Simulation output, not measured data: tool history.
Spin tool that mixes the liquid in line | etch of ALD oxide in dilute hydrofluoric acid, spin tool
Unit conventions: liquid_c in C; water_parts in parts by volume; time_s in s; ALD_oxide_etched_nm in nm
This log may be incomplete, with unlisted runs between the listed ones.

run  hour  liquid_c  water_parts  time_s  ALD_oxide_etched_nm
  1     0        20          290     325               10.461
  2   0.9      21.5          280     325                11.55
  3   3.8      21.5          280     345                12.31
  4   4.5      21.5          280     325               11.596
  5  13.1        25          280     325               13.058
  6  16.2      26.5          280     325               13.775
  7  23.7        27          270     325               14.677

Run 8 has not been measured yet. What should we expect?
  8  29.9        27          265     325                    ?

{"run 8": {"ALD_oxide_etched_nm": 15.04}}
